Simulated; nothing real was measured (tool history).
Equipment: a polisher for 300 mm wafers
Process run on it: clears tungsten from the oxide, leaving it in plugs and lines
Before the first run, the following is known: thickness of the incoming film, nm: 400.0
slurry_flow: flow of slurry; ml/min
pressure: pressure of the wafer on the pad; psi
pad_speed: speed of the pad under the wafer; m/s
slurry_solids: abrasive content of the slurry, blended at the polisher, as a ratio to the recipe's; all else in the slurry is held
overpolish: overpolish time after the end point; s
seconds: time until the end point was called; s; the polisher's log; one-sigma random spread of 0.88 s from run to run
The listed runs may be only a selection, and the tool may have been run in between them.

{"run": 1, "hour": 0.0, "slurry_flow": 255, "pressure": 2.8, "pad_speed": 1.06, "slurry_solids": 1, "overpolish": 38, "seconds": 103.24}
{"run": 2, "hour": 4.9, "slurry_flow": 255, "pressure": 3.2, "pad_speed": 1.06, "slurry_solids": 1, "overpolish": 38, "seconds": 90.309}
{"run": 3, "hour": 7.4, "slurry_flow": 255, "pressure": 3.2, "pad_speed": 1.06, "slurry_solids": 1, "overpolish": 41, "seconds": 91.683}
{"run": 4, "hour": 13.9, "slurry_flow": 255, "pressure": 3.2, "pad_speed": 1.26, "slurry_solids": 1, "overpolish": 41, "seconds": 79.548}
{"run": 5, "hour": 17.3, "slurry_flow": 255, "pressure": 3.2, "pad_speed": 1.36, "slurry_solids": 1, "overpolish": 41, "seconds": 75.615}
{"run": 6, "hour": 18.9, "slurry_flow": 255, "pressure": 2.8, "pad_speed": 1.36, "slurry_solids": 1, "overpolish": 41, "seconds": 84.499}
{"run": 7, "hour": 27.0, "slurry_flow": 255, "pressure": 3, "pad_speed": 1.36, "slurry_solids": 1, "overpolish": 41, "seconds": 80.535}

Estimate the outcome of run 8 from the log above:
{"run": 8, "hour": 34.2, "slurry_flow": 255, "pressure": 3.2, "pad_speed": 1.36, "slurry_solids": 1, "overpolish": 41, "seconds": "?"}

seconds: 76.433 s
